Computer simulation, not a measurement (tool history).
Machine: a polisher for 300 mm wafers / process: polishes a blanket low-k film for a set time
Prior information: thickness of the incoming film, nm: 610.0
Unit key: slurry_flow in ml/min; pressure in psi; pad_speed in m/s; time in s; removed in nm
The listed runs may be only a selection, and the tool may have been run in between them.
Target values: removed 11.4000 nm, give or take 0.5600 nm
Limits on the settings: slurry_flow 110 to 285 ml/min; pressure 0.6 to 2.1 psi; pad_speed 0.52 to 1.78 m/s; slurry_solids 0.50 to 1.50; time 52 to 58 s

Run 1, hour 0.0: slurry_flow 180 ml/min, pressure 1.3 psi, pad_speed 1.14 m/s, slurry_solids 1.00, time 58 s. Result: removed 19.5360 nm.
Run 2, hour 1.7: slurry_flow 180 ml/min, pressure 1.3 psi, pad_speed 0.86 m/s, slurry_solids 1.00, time 58 s. Result: removed 15.5360 nm.
Run 3, hour 4.6: slurry_flow 180 ml/min, pressure 1.3 psi, pad_speed 0.72 m/s, slurry_solids 1.00, time 58 s. Result: removed 13.4670 nm.
Run 4, hour 7.5: slurry_flow 155 ml/min, pressure 1.3 psi, pad_speed 0.72 m/s, slurry_solids 1.00, time 58 s. Result: removed 12.9340 nm.
Run 5, hour 12.4: slurry_flow 155 ml/min, pressure 1.0 psi, pad_speed 0.72 m/s, slurry_solids 1.00, time 58 s. Result: removed 10.3160 nm.
Run 6, hour 20.5: slurry_flow 160 ml/min, pressure 1.0 psi, pad_speed 0.72 m/s, slurry_solids 1.00, time 58 s. Result: removed 10.5290 nm.
Run 7, hour 21.6: slurry_flow 165 ml/min, pressure 1.0 psi, pad_speed 0.72 m/s, slurry_solids 1.00, time 58 s. Result: removed 10.4200 nm.
Run 8, hour 25.5: slurry_flow 170 ml/min, pressure 1.0 psi, pad_speed 0.72 m/s, slurry_solids 1.00, time 58 s. Result: removed 10.3950 nm.

4 candidate next runs follow, results not yet known. Just one meets every target within its allowed miss. Identify it.
Run A, hour 29.4: slurry_flow 160 ml/min, pressure 1.1 psi, pad_speed 0.62 m/s, slurry_solids 0.70, time 58 s. Result: removed ?.
Run B, hour 29.4: slurry_flow 175 ml/min, pressure 0.7 psi, pad_speed 0.86 m/s, slurry_solids 1.15, time 58 s. Result: removed ?.
Run C, hour 29.4: slurry_flow 180 ml/min, pressure 0.8 psi, pad_speed 0.80 m/s, slurry_solids 1.05, time 55 s. Result: removed ?.
Run D, hour 29.4: slurry_flow 115 ml/min, pressure 1.3 psi, pad_speed 0.66 m/s, slurry_solids 0.95, time 57 s. Result: removed ?.

move  removed
   A   9.2516
   B   9.3759
   C   9.1951
   D  11.6310
A: moves away from the targets compared with the last run
B: moves away from the targets compared with the last run
C: moves away from the targets compared with the last run
D: all results in spec
D meets every target.
